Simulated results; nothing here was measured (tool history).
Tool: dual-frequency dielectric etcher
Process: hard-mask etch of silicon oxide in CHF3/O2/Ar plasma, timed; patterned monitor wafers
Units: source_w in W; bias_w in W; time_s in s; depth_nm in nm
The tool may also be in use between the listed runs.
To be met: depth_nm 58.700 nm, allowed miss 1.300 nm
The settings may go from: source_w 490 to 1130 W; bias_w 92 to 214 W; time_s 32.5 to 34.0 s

{"run": 1, "day": 0.0, "source_w": 810, "bias_w": 153, "time_s": 32.5, "depth_nm": 67.925}
{"run": 2, "day": 0.092, "source_w": 810, "bias_w": 132, "time_s": 32.5, "depth_nm": 64.521}
{"run": 3, "day": 0.196, "source_w": 810, "bias_w": 132, "time_s": 32.5, "depth_nm": 64.668}
{"run": 4, "day": 0.562, "source_w": 760, "bias_w": 130, "time_s": 32.5, "depth_nm": 62.473}
{"run": 5, "day": 0.775, "source_w": 730, "bias_w": 129, "time_s": 32.5, "depth_nm": 60.356}
{"run": 6, "day": 1.079, "source_w": 860, "bias_w": 129, "time_s": 32.5, "depth_nm": 65.973}
{"day": 1.408, "done": "source power generator calibrated"}
{"run": 7, "day": 1.408, "source_w": 700, "bias_w": 122, "time_s": 32.5, "depth_nm": 57.26}
{"run": 8, "day": 1.483, "source_w": 700, "bias_w": 122, "time_s": 32.5, "depth_nm": 56.878}
{"run": 9, "day": 1.717, "source_w": 760, "bias_w": 125, "time_s": 32.5, "depth_nm": 60.095}

5 next moves are on the table. One of them brings every result within its allowed miss. Which?
{"run": "A", "day": 1.95, "source_w": 890, "bias_w": 95, "time_s": 33.5, "depth_nm": "?"}
{"run": "B", "day": 1.95, "source_w": 940, "bias_w": 92, "time_s": 34.0, "depth_nm": "?"}
{"run": "C", "day": 1.95, "source_w": 790, "bias_w": 107, "time_s": 33.0, "depth_nm": "?"}
{"run": "D", "day": 1.95, "source_w": 800, "bias_w": 127, "time_s": 32.5, "depth_nm": "?"}
{"run": "E", "day": 1.95, "source_w": 610, "bias_w": 171, "time_s": 33.5, "depth_nm": "?"}

move=A depth_nm=61.056
move=B depth_nm=62.980
move=C depth_nm=59.084
move=D depth_nm=62.414
move=E depth_nm=62.546
A: further off than the last run
B: further off than the last run
C: meets every target
D: further off than the last run
E: further off than the last run
Move C is the one to make.

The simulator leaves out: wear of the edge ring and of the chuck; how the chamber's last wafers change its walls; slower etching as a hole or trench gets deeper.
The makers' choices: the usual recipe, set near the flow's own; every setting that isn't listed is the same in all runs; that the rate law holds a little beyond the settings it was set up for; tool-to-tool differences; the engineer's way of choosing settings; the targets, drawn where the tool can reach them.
